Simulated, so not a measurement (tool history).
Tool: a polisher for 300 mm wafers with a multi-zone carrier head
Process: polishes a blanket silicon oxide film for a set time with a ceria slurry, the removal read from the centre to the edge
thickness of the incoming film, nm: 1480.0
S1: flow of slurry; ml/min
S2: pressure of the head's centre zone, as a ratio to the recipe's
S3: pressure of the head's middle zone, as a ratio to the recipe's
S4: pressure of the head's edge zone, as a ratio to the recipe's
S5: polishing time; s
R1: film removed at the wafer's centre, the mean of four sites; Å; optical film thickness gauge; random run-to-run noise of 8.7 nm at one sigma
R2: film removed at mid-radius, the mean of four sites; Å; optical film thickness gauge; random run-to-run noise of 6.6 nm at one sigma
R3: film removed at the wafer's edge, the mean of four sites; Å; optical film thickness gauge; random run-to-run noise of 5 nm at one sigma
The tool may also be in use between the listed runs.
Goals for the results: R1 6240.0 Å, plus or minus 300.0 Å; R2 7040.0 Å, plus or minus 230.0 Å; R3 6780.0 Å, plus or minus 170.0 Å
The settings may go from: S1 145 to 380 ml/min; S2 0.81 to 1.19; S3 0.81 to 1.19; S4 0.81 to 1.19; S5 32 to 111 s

{"run": 1, "hour": 0.0, "S1": 245, "S2": 1.0, "S3": 1.0, "S4": 1.0, "S5": 71, "R1": 5944.0, "R2": 5818.1, "R3": 5762.7}
{"run": 2, "hour": 6.3, "S1": 245, "S2": 1.0, "S3": 1.08, "S4": 1.0, "S5": 71, "R1": 5997.9, "R2": 6305.5, "R3": 5675.0}
{"run": 3, "hour": 13.1, "S1": 245, "S2": 1.0, "S3": 1.08, "S4": 1.0, "S5": 54, "R1": 4553.1, "R2": 4772.6, "R3": 4350.6}
{"run": 4, "hour": 21.5, "S1": 255, "S2": 0.98, "S3": 1.08, "S4": 1.05, "S5": 61, "R1": 5012.7, "R2": 5352.8, "R3": 5011.0}
{"run": 5, "hour": 23.7, "S1": 255, "S2": 1.06, "S3": 1.08, "S4": 1.05, "S5": 61, "R1": 5457.3, "R2": 5365.6, "R3": 4992.9}
{"run": 6, "hour": 25.0, "S1": 195, "S2": 1.06, "S3": 1.08, "S4": 1.05, "S5": 61, "R1": 5311.9, "R2": 5142.1, "R3": 4886.1}
{"run": 7, "hour": 33.3, "S1": 215, "S2": 1.03, "S3": 1.09, "S4": 1.09, "S5": 66, "R1": 5597.4, "R2": 5761.4, "R3": 5345.6}
{"run": 8, "hour": 40.5, "S1": 235, "S2": 1.01, "S3": 1.08, "S4": 1.12, "S5": 69, "R1": 5672.7, "R2": 6094.6, "R3": 5720.9}
{"run": 9, "hour": 45.6, "S1": 250, "S2": 1.0, "S3": 1.07, "S4": 1.14, "S5": 71, "R1": 5920.8, "R2": 6282.3, "R3": 5941.7}
{"hour": 51.7, "done": "edge zone pressure recalibrated"}
{"run": 10, "hour": 51.7, "S1": 260, "S2": 0.98, "S3": 1.06, "S4": 1.15, "S5": 73, "R1": 6008.5, "R2": 6371.4, "R3": 6313.6}
{"run": 11, "hour": 54.3, "S1": 260, "S2": 0.98, "S3": 1.06, "S4": 1.15, "S5": 73, "R1": 6035.2, "R2": 6357.0, "R3": 6305.3}
{"run": 12, "hour": 59.6, "S1": 275, "S2": 0.97, "S3": 1.07, "S4": 1.16, "S5": 74, "R1": 6035.0, "R2": 6472.5, "R3": 6553.2}
{"run": 13, "hour": 67.4, "S1": 280, "S2": 0.98, "S3": 1.09, "S4": 1.16, "S5": 74, "R1": 6297.4, "R2": 6667.9, "R3": 6476.2}
{"run": 14, "hour": 69.6, "S1": 285, "S2": 0.97, "S3": 1.1, "S4": 1.17, "S5": 74, "R1": 6330.7, "R2": 6825.8, "R3": 6400.4}
{"run": 15, "hour": 72.0, "S1": 290, "S2": 0.95, "S3": 1.1, "S4": 1.18, "S5": 75, "R1": 5960.5, "R2": 6828.2, "R3": 6553.2}
{"run": 16, "hour": 78.8, "S1": 300, "S2": 0.95, "S3": 1.1, "S4": 1.18, "S5": 75, "R1": 5939.9, "R2": 6798.1, "R3": 6625.5}
{"run": 17, "hour": 84.7, "S1": 305, "S2": 0.96, "S3": 1.1, "S4": 1.18, "S5": 75, "R1": 6243.5, "R2": 6851.7, "R3": 6633.1}

Exactly one of the 4 candidate moves below puts every result within its allowed miss. Which one?
{"run": "A", "hour": 90.6, "S1": 265, "S2": 0.99, "S3": 1.0, "S4": 1.19, "S5": 77, "R1": "?", "R2": "?", "R3": "?"}
{"run": "B", "hour": 90.6, "S1": 310, "S2": 0.94, "S3": 1.1, "S4": 1.18, "S5": 77, "R1": "?", "R2": "?", "R3": "?"}
{"run": "C", "hour": 90.6, "S1": 235, "S2": 0.93, "S3": 1.03, "S4": 1.05, "S5": 78, "R1": "?", "R2": "?", "R3": "?"}
{"run": "D", "hour": 90.6, "S1": 285, "S2": 0.96, "S3": 1.19, "S4": 1.14, "S5": 77, "R1": "?", "R2": "?", "R3": "?"}

move=A R1=6609.1 R2=6456.3 R3=6752.6
move=B R1=6381.6 R2=7085.7 R3=6802.4
move=C R1=6198.5 R2=6616.2 R3=6514.2
move=D R1=6466.6 R2=7503.8 R3=6680.8
A: corrects the largest miss of the last run, while another result sits out of spec
B: every result lands within tolerance
C: the biggest miss grows against the last run
D: corrects the largest miss of the last run, while another result sits out of spec
Move B is the one to make.
